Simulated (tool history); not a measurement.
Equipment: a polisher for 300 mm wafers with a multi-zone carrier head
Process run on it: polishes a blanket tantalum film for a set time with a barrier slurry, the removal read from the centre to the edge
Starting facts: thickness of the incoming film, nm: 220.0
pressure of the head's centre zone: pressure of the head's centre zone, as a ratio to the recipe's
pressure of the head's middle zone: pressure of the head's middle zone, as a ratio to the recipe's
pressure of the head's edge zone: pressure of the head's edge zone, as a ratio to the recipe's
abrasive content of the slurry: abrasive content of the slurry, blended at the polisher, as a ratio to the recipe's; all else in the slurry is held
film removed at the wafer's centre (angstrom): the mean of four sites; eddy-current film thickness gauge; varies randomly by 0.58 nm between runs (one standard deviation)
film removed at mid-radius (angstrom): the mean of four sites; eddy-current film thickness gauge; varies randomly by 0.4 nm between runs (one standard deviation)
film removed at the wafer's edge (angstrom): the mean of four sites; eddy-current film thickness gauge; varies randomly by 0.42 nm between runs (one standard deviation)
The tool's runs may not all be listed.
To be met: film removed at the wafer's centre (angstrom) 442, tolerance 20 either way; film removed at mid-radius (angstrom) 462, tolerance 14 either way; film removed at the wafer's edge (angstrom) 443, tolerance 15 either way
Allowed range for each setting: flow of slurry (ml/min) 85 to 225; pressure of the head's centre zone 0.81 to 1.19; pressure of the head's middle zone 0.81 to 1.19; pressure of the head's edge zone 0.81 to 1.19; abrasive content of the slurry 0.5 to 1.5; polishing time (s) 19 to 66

run,day,flow of slurry (ml/min),pressure of the head's centre zone,pressure of the head's middle zone,pressure of the head's edge zone,abrasive content of the slurry,polishing time (s),film removed at the wafer's centre (angstrom),film removed at mid-radius (angstrom),film removed at the wafer's edge (angstrom)
1,0,145,1,1,1,1,42,632.11,643.34,624.54
2,0.317,140,0.99,0.99,0.98,0.95,41,599.37,613.61,596.71
3,0.679,140,0.99,1.06,0.98,0.95,41,604.27,651.71,594.31
4,0.738,140,0.98,1.05,0.97,0.9,40,572.98,614.18,566.6
5,1.083,140,0.97,1.04,0.96,0.85,40,544.11,593.47,554.85
6,1.321,140,0.97,1.03,0.94,0.8,40,547.56,582.29,537.06
7,1.604,135,0.96,1.02,0.93,0.75,40,515.86,550.68,518.29
8,1.642,105,0.95,0.97,0.83,0.6,39,431.26,456.02,426.03

Exactly one of the 4 candidate moves below puts every result within its allowed miss. Which one?
A,1.679,145,0.91,0.91,0.82,0.6,39,?,?,?
B,1.679,100,1.11,0.95,0.98,0.5,41,?,?,?
C,1.679,185,1.05,0.93,0.83,0.75,32,?,?,?
D,1.679,90,1.01,0.95,0.82,0.7,36,?,?,?

move,film removed at the wafer's centre (angstrom),film removed at mid-radius (angstrom),film removed at the wafer's edge (angstrom)
A,450.62,454.46,434.92
B,497.38,425.41,435.98
C,486.85,429.29,403.65
D,457.41,431.59,409.31
A: hits every target within its allowed miss
B: the worst result of the last run now meets its target, but another is out of spec
C: its largest miss is bigger than the last run's
D: its largest miss is bigger than the last run's
A meets every target.

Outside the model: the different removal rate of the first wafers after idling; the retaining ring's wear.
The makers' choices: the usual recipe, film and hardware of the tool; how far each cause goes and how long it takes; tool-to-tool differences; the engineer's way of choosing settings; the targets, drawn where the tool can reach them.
